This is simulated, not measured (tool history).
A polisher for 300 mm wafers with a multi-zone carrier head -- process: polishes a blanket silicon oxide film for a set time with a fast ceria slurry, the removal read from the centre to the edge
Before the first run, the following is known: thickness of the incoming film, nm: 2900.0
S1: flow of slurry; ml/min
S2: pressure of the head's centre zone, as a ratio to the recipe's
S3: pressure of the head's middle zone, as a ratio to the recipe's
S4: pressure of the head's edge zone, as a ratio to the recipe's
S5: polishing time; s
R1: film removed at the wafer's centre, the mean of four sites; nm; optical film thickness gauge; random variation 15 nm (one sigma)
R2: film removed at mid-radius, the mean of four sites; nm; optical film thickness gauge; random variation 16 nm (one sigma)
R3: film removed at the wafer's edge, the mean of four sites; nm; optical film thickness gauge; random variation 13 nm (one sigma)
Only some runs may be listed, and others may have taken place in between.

Run 1, hour 0: S1 305 ml/min, S2 1, S3 1, S4 1, S5 47 s. Result: R1 1210 nm, R2 1186 nm, R3 1196.6 nm.
Run 2, hour 5.8: S1 305 ml/min, S2 1, S3 1.04, S4 1, S5 47 s. Result: R1 1200.8 nm, R2 1249.8 nm, R3 1207.8 nm.
Run 3, hour 12.9: S1 305 ml/min, S2 1.01, S3 1.03, S4 1.06, S5 48 s. Result: R1 1257.3 nm, R2 1250.5 nm, R3 1259 nm.
Run 4, hour 21.6: S1 305 ml/min, S2 1, S3 1.02, S4 1.1, S5 49 s. Result: R1 1247.1 nm, R2 1294.9 nm, R3 1334.7 nm.
Run 5, hour 22.7: S1 310 ml/min, S2 1.01, S3 1.01, S4 1.12, S5 49 s. Result: R1 1293.4 nm, R2 1250.3 nm, R3 1361.3 nm.
Run 6, hour 30.8: S1 310 ml/min, S2 1.01, S3 1.01, S4 1.05, S5 49 s. Result: R1 1290.1 nm, R2 1272.9 nm, R3 1270.9 nm.
Run 7, hour 34.2: S1 305 ml/min, S2 1.01, S3 1.01, S4 1.09, S5 49 s. Result: R1 1274.3 nm, R2 1262.2 nm, R3 1336.6 nm.

The next listed run, before its measurement:
Run 8, hour 41.6: S1 305 ml/min, S2 1.02, S3 1.01, S4 1.11, S5 49 s. Result: R1 ?, R2 ?, R3 ?.

Run 8 produced R1 1288.3 nm, R2 1278.2 nm, R3 1336 nm.

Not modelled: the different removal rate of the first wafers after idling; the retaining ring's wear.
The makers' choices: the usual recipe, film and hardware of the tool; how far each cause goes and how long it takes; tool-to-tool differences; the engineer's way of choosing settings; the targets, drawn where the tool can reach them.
